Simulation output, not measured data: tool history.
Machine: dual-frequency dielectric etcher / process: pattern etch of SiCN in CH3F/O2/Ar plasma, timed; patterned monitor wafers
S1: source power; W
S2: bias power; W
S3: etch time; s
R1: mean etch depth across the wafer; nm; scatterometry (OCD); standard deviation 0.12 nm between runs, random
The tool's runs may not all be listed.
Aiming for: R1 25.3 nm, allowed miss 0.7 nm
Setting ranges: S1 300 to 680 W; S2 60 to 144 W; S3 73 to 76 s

run	day	S1	S2	S3	R1
1	0	490	102	73	33.432
2	0.342	490	117	73	35.509
3	0.588	490	117	76	36.727
4	0.942	560	117	76	38.221
5	1.15	560	117	73	36.809
6	1.508	560	107	73	35.31
7	1.821	560	107	73	35.853
8	2.096	500	97	73	32.792
9	2.217	400	76	73	27.632
10	2.333	380	75	73	26.817
11	2.704	370	74	73	26.423
12	2.962	360	74	73	26.248
13	3.221	350	74	73	26.183

4 next moves are on the table. One of them brings every result within its allowed miss. Which?
A	3.479	380	61	74.5	?
B	3.479	310	60	75	?
C	3.479	470	67	73	?
D	3.479	300	65	73	?

move	R1
A	25.268
B	23.788
C	27.537
D	23.778
A: in spec on every target
B: takes the biggest miss from the last run beyond its target
C: lands further from the targets than the last run did
D: takes the biggest miss from the last run beyond its target
A is the move that brings every result within its allowed miss.

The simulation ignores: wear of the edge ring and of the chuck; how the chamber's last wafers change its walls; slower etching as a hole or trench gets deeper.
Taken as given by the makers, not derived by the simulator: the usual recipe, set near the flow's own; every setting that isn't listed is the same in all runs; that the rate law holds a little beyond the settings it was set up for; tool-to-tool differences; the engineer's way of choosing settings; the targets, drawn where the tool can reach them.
